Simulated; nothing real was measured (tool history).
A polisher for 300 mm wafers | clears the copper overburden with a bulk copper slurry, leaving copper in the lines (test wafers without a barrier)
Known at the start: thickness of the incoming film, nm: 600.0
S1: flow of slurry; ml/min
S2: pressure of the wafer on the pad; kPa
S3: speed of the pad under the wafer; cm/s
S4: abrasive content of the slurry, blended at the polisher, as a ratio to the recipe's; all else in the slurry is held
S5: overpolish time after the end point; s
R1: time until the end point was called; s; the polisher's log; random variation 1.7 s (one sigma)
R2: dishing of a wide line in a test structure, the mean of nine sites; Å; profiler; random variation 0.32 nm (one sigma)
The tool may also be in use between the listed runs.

| run | hour | S1 | S2 | S3 | S4 | S5 | R1 | R2 |
|---|---|---|---|---|---|---|---|---|
| 1 | 0.0 | 150 | 17.2 | 90 | 1.00 | 11 | 62.095 | 623.51 |
| 2 | 6.7 | 150 | 20.7 | 90 | 1.00 | 11 | 56.210 | 712.22 |
| 3 | 11.2 | 150 | 18.6 | 88 | 1.00 | 10 | 60.770 | 575.12 |
| 4 | 17.1 | 160 | 17.2 | 84 | 1.05 | 9 | 64.964 | 525.05 |
| 5 | 18.8 | 150 | 15.9 | 86 | 0.95 | 8 | 69.130 | 464.52 |
| 6 | 26.0 | 150 | 17.2 | 86 | 0.95 | 8 | 65.298 | 471.72 |
| 7 | 26.6 | 140 | 15.9 | 86 | 0.90 | 7 | 70.647 | 408.88 |
| 8 | 34.3 | 135 | 14.5 | 86 | 0.85 | 6 | 79.137 | 332.89 |
| 9 | 40.3 | 130 | 13.8 | 88 | 0.80 | 6 | 77.869 | 339.04 |
| 10 | 43.0 | 125 | 13.1 | 88 | 0.75 | 6 | 80.142 | 317.05 |
| 11 | 45.2 | 120 | 12.4 | 88 | 0.70 | 6 | 84.849 | 287.03 |
| 12 | 53.1 | 115 | 11.7 | 90 | 0.65 | 6 | 88.795 | 290.89 |
| 13 | 55.6 | 110 | 11.0 | 90 | 0.65 | 6 | 93.792 | 281.87 |
| 14 | 62.6 | 125 | 11.0 | 84 | 0.65 | 6 | 95.044 | 273.63 |

Run 15 comes next. What will it give?
| 15 | 70.6 | 120 | 10.3 | 86 | 0.65 | 6 | ? | ? |

{"run 15": {"R1": 97.428, "R2": 272.37}}

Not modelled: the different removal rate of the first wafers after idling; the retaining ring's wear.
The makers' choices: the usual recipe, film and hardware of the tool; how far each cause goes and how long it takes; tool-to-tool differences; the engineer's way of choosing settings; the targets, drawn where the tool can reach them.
